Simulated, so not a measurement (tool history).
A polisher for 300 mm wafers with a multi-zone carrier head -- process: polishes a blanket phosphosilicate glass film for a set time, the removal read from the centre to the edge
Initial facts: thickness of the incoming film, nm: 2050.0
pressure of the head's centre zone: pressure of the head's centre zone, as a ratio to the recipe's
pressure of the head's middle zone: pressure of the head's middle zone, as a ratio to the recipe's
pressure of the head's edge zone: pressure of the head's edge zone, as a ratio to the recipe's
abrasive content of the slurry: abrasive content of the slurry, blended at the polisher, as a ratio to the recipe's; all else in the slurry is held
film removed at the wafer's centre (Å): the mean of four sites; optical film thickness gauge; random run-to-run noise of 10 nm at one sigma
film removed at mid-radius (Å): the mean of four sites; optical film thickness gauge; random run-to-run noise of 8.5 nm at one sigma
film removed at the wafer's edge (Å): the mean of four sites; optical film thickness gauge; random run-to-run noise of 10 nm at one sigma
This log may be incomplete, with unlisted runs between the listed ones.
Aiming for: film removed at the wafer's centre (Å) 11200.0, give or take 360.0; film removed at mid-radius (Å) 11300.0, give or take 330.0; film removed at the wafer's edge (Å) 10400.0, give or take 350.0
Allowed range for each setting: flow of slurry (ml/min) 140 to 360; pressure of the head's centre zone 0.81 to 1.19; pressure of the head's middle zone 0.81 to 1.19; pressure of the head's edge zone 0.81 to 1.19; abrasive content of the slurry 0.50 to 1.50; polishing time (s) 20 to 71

run,day,flow of slurry (ml/min),pressure of the head's centre zone,pressure of the head's middle zone,pressure of the head's edge zone,abrasive content of the slurry,polishing time (s),film removed at the wafer's centre (Å),film removed at mid-radius (Å),film removed at the wafer's edge (Å)
1,0.000,230,1.00,1.00,1.00,1.00,45,6235.9,6284.8,6314.6
2,0.167,230,1.00,1.00,1.00,0.90,45,6024.0,6087.0,6183.5
3,0.267,245,1.03,1.04,1.04,1.10,49,7322.6,7305.4,7520.6
4,0.475,210,1.03,1.04,1.04,1.10,49,7320.0,7250.4,7383.3
5,0.600,210,1.03,1.08,1.04,1.10,49,7318.9,7523.3,7269.9
6,0.629,210,1.03,1.08,1.04,1.10,57,8395.2,8687.4,8530.7
7,0.775,220,1.06,1.11,1.04,1.20,57,9123.3,9432.7,8823.0
8,1.050,235,1.08,1.13,1.07,1.25,57,9420.2,9783.0,9035.1
9,1.333,245,1.15,1.16,1.13,1.50,58,10682.0,10723.0,10224.0

Next run, 4 choices. One meets every target within its allowed miss, the rest don't. Which?
A,1.617,265,1.19,1.15,1.05,1.40,58,?,?,?
B,1.617,265,1.17,1.02,1.19,1.50,63,?,?,?
C,1.617,305,1.11,1.14,1.16,1.30,60,?,?,?
D,1.617,225,1.14,1.18,1.09,1.50,61,?,?,?

move,film removed at the wafer's centre (Å),film removed at mid-radius (Å),film removed at the wafer's edge (Å)
A,11281.0,10267.0,9877.1
B,12316.0,10299.0,11722.0
C,10745.0,10399.0,10571.0
D,11441.0,11135.0,10707.0
A: further off than the last run
B: further off than the last run
C: further off than the last run
D: every result lands within tolerance
Correct choice: D, which meets every target

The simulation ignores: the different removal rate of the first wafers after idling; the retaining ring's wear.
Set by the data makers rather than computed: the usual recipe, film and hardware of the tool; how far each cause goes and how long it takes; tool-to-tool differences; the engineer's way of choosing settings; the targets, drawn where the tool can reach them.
